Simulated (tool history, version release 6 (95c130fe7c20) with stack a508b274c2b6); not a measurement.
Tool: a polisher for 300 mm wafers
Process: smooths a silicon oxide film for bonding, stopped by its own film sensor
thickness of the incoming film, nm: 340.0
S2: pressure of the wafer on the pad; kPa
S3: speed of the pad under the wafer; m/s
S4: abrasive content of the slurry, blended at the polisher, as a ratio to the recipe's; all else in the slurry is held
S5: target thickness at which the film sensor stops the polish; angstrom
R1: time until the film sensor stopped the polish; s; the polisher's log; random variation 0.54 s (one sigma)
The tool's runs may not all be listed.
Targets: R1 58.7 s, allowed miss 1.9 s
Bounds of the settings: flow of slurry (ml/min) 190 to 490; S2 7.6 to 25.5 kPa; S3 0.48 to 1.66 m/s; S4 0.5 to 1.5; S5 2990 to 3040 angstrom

Run 1, hour 0: flow of slurry (ml/min) 315, S2 16.5 kPa, S3 1.06 m/s, S4 1, S5 2990 angstrom. Result: R1 41.627 s.
Run 2, hour 4.4: flow of slurry (ml/min) 315, S2 20.7 kPa, S3 1.06 m/s, S4 1, S5 2990 angstrom. Result: R1 33.428 s.
Run 3, hour 12.4: flow of slurry (ml/min) 270, S2 20.7 kPa, S3 1.06 m/s, S4 1, S5 2990 angstrom. Result: R1 33.306 s.
Run 4, hour 13: flow of slurry (ml/min) 270, S2 24.1 kPa, S3 1.06 m/s, S4 1, S5 2990 angstrom. Result: R1 29.448 s.
Run 5, hour 15.6: flow of slurry (ml/min) 195, S2 24.1 kPa, S3 1.06 m/s, S4 1, S5 2990 angstrom. Result: R1 31.209 s.
Run 6, hour 24.1: flow of slurry (ml/min) 195, S2 20.7 kPa, S3 1.04 m/s, S4 1, S5 2990 angstrom. Result: R1 36.713 s.
Run 7, hour 25.1: flow of slurry (ml/min) 195, S2 17.9 kPa, S3 1.02 m/s, S4 1, S5 2990 angstrom. Result: R1 42.005 s.
Run 8, hour 26.3: flow of slurry (ml/min) 195, S2 15.9 kPa, S3 1.02 m/s, S4 1, S5 2990 angstrom. Result: R1 47.65 s.
Run 9, hour 30.4: flow of slurry (ml/min) 195, S2 15.9 kPa, S3 1.02 m/s, S4 1, S5 2990 angstrom. Result: R1 47.694 s.
Run 10, hour 32.8: flow of slurry (ml/min) 195, S2 11.7 kPa, S3 1 m/s, S4 1, S5 2990 angstrom. Result: R1 63.814 s.
Run 11, hour 37.8: flow of slurry (ml/min) 205, S2 11.7 kPa, S3 1 m/s, S4 1, S5 2990 angstrom. Result: R1 63.002 s.
Run 12, hour 42.7: flow of slurry (ml/min) 215, S2 11.7 kPa, S3 1 m/s, S4 1, S5 2990 angstrom. Result: R1 62.563 s.
Run 13, hour 44.1: flow of slurry (ml/min) 220, S2 11.7 kPa, S3 1 m/s, S4 1, S5 2990 angstrom. Result: R1 63.098 s.
Run 14, hour 51: flow of slurry (ml/min) 225, S2 11.7 kPa, S3 1 m/s, S4 1, S5 2990 angstrom. Result: R1 60.574 s.
Run 15, hour 56.6: flow of slurry (ml/min) 230, S2 11.7 kPa, S3 1 m/s, S4 1, S5 2990 angstrom. Result: R1 61.532 s.

4 next moves are on the table. One of them brings every result within its allowed miss. Which?
Run A, hour 62.2: flow of slurry (ml/min) 250, S2 10.3 kPa, S3 0.96 m/s, S4 1, S5 3010 angstrom. Result: R1 ?.
Run B, hour 62.2: flow of slurry (ml/min) 225, S2 11 kPa, S3 0.96 m/s, S4 1.05, S5 3000 angstrom. Result: R1 ?.
Run C, hour 62.2: flow of slurry (ml/min) 240, S2 11.7 kPa, S3 1 m/s, S4 0.85, S5 3030 angstrom. Result: R1 ?.
Run D, hour 62.2: flow of slurry (ml/min) 235, S2 10.3 kPa, S3 1.02 m/s, S4 1.1, S5 3020 angstrom. Result: R1 ?.

move      R1
   A   66.51
   B  63.381
   C  62.127
   D  58.639
A: further off than the last run
B: further off than the last run
C: further off than the last run
D: meets every target
Move D is the one to make.
